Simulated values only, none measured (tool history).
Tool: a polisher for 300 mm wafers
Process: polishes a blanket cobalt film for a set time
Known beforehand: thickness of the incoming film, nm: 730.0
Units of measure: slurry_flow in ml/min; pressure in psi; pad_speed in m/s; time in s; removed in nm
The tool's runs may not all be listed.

run	hour	slurry_flow	pressure	pad_speed	time	removed
1	0	285	1.3	1	25	79.005
2	3.9	220	1.3	1	25	76.13
3	8.1	220	1.3	1.22	25	93.462
4	12.7	220	1.3	1.4	25	106.56
5	17.7	225	1.4	1.4	25	114.14
6	24.4	225	1.7	1.4	25	136.42

For run 7, what comes out?
7	29.3	225	1.7	1.4	25	?

removed: 137.56 nm

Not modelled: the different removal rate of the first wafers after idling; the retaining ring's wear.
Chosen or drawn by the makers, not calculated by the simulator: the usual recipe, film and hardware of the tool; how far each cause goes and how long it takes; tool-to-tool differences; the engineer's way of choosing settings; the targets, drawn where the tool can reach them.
